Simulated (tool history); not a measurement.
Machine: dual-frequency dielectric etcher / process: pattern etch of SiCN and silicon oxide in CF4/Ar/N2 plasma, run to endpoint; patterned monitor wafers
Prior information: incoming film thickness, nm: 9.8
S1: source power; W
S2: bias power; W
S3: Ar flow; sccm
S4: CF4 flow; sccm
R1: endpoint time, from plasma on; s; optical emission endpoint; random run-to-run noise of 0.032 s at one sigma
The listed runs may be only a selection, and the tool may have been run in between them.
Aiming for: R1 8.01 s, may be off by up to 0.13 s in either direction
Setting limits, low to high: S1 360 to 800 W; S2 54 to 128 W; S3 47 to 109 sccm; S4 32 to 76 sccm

run  hour   S1  S2  S3  S4      R1
  1     0  580  91  78  54  8.9834
  2   8.2  600  91  78  54  8.6793
  3  15.5  550  91  78  54  9.5372
  4  18.4  550  91  78  50  9.6512
  5  22.7  570  91  78  50  9.2337
  6  25.8  590  91  78  50  8.9196
  7  33.4  600  91  78  50  8.7659
  8  36.3  610  91  78  50  8.5291
  9  43.8  620  91  78  50  8.4288
 10  48.5  630  91  78  50  8.2837
 11    55  640  91  78  50  8.1368

Which of these 4 next moves meets every target?
  A  61.5  620   93  83  48   ?
  B  61.5  620   91  78  48   ?
  C  61.5  600  107  64  51   ?
  D  61.5  600   96  74  53   ?

move      R1
   A  8.4678
   B  8.4674
   C  8.0405
   D  8.4497
A: its largest miss is bigger than the last run's
B: its largest miss is bigger than the last run's
C: all results land within tolerance of their targets
D: its largest miss is bigger than the last run's
Answer: C
